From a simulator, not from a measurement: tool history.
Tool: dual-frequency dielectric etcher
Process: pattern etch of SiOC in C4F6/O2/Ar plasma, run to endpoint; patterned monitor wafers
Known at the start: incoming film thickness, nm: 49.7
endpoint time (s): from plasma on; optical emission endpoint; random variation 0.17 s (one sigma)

| run | hour | bias power (kW) | source power (kW) | endpoint time (s) |
|---|---|---|---|---|
| 1 | 0.0 | 0.553 | 0.330 | 17.664 |
| 2 | 4.3 | 0.528 | 0.320 | 18.225 |
| 3 | 7.3 | 0.593 | 0.320 | 17.360 |
| 4 | 12.2 | 0.593 | 0.350 | 16.831 |
| 5 | 15.7 | 0.559 | 0.340 | 17.724 |
| 6 | 22.5 | 0.559 | 0.380 | 16.883 |
| 7 | 30.7 | 0.527 | 0.370 | 17.239 |
| 8 | 33.4 | 0.501 | 0.360 | 17.770 |
| 9 | 41.6 | 0.478 | 0.350 | 18.095 |

Run 10 comes next. What will it give?
| 10 | 47.9 | 0.458 | 0.340 | ? |

{"run 10": {"endpoint time (s)": 18.834}}
